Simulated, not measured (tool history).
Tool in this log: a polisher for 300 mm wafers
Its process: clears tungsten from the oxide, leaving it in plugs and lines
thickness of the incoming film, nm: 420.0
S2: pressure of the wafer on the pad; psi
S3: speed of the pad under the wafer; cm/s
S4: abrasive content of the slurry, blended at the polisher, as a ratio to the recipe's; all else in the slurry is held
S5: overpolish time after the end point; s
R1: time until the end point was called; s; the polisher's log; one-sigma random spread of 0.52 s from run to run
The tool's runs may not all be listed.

{"run": 1, "hour": 0.0, "flow of slurry (ml/min)": 150, "S2": 3.7, "S3": 112, "S4": 1.0, "S5": 42, "R1": 70.271}
{"run": 2, "hour": 6.6, "flow of slurry (ml/min)": 155, "S2": 3.8, "S3": 112, "S4": 1.0, "S5": 42, "R1": 69.099}
{"run": 3, "hour": 9.9, "flow of slurry (ml/min)": 155, "S2": 3.8, "S3": 112, "S4": 0.8, "S5": 42, "R1": 72.119}
{"run": 4, "hour": 17.4, "flow of slurry (ml/min)": 155, "S2": 3.4, "S3": 112, "S4": 0.8, "S5": 42, "R1": 80.619}
{"run": 5, "hour": 25.8, "flow of slurry (ml/min)": 155, "S2": 3.4, "S3": 96, "S4": 0.8, "S5": 42, "R1": 92.513}
{"run": 6, "hour": 33.9, "flow of slurry (ml/min)": 155, "S2": 3.4, "S3": 96, "S4": 0.8, "S5": 42, "R1": 93.812}
{"run": 7, "hour": 41.4, "flow of slurry (ml/min)": 160, "S2": 3.7, "S3": 96, "S4": 0.8, "S5": 42, "R1": 84.504}

Run 8, settings as shown, results not yet in. Your forecast:
{"run": 8, "hour": 45.0, "flow of slurry (ml/min)": 165, "S2": 3.9, "S3": 96, "S4": 0.8, "S5": 42, "R1": "?"}

R1: 81.485 s

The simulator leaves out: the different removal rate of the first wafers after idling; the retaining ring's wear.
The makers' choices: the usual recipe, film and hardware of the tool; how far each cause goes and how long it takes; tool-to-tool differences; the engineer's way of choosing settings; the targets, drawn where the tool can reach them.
